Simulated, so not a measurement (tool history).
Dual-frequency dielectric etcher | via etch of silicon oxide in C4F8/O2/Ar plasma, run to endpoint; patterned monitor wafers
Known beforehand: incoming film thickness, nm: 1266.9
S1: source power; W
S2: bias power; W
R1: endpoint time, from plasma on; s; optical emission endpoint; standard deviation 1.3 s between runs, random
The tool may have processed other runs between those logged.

{"run": 1, "hour": 0.0, "S1": 1880, "S2": 2617, "R1": 242.99}
{"run": 2, "hour": 1.1, "S1": 1680, "S2": 2575, "R1": 258.56}
{"run": 3, "hour": 3.6, "S1": 1580, "S2": 2560, "R1": 272.39}
{"run": 4, "hour": 5.5, "S1": 1830, "S2": 2560, "R1": 248.35}
{"run": 5, "hour": 6.4, "S1": 1710, "S2": 2544, "R1": 258.52}
{"hour": 9.5, "done": "source power generator calibrated"}
{"run": 6, "hour": 9.5, "S1": 1710, "S2": 2348, "R1": 270.79}

Expected results for the next run?
{"run": 7, "hour": 12.6, "S1": 1670, "S2": 2345, "R1": "?"}

R1: 274.09 s

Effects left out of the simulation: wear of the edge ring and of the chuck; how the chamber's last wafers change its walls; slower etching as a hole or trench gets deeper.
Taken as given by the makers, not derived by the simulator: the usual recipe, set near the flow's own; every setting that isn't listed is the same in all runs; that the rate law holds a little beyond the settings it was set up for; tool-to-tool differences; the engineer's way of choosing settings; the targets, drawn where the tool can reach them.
